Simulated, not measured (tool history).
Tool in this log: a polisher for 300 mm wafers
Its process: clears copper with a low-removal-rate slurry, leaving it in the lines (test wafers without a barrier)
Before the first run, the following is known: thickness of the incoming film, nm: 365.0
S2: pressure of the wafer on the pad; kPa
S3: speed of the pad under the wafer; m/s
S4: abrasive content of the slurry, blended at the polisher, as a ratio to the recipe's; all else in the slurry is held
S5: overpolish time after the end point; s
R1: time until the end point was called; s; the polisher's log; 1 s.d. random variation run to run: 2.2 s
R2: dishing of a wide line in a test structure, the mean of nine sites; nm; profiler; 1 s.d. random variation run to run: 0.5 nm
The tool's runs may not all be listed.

Run 1, hour 0.0: flow of slurry (ml/min) 260, S2 19.3 kPa, S3 1.34 m/s, S4 1.00, S5 27 s. Result: R1 83.455 s, R2 60.794 nm.
Run 2, hour 6.7: flow of slurry (ml/min) 260, S2 19.3 kPa, S3 1.34 m/s, S4 1.15, S5 27 s. Result: R1 82.226 s, R2 62.664 nm.
Run 3, hour 10.1: flow of slurry (ml/min) 260, S2 19.3 kPa, S3 1.34 m/s, S4 0.95, S5 27 s. Result: R1 83.827 s, R2 62.151 nm.
Run 4, hour 13.7: flow of slurry (ml/min) 260, S2 17.9 kPa, S3 1.34 m/s, S4 0.95, S5 25 s. Result: R1 91.414 s, R2 57.095 nm.
Run 5, hour 18.0: flow of slurry (ml/min) 260, S2 17.9 kPa, S3 1.14 m/s, S4 0.95, S5 25 s. Result: R1 106.300 s, R2 49.841 nm.
Run 6, hour 21.4: flow of slurry (ml/min) 260, S2 17.9 kPa, S3 1.42 m/s, S4 0.95, S5 25 s. Result: R1 83.112 s, R2 56.762 nm.
Run 7, hour 22.1: flow of slurry (ml/min) 260, S2 16.5 kPa, S3 1.42 m/s, S4 0.95, S5 24 s. Result: R1 94.223 s, R2 51.216 nm.
Run 8, hour 26.0: flow of slurry (ml/min) 260, S2 13.1 kPa, S3 1.42 m/s, S4 0.95, S5 13 s. Result: R1 114.320 s, R2 26.802 nm.
Run 9, hour 28.7: flow of slurry (ml/min) 260, S2 13.1 kPa, S3 1.40 m/s, S4 0.95, S5 14 s. Result: R1 119.680 s, R2 29.100 nm.
Run 10, hour 33.6: flow of slurry (ml/min) 260, S2 13.1 kPa, S3 1.38 m/s, S4 0.95, S5 15 s. Result: R1 119.180 s, R2 30.199 nm.

Forecast run 11:
Run 11, hour 41.8: flow of slurry (ml/min) 260, S2 13.1 kPa, S3 1.38 m/s, S4 0.95, S5 16 s. Result: R1 ?, R2 ?.

Run 11 yielded R1 119.510 s, R2 31.810 nm.
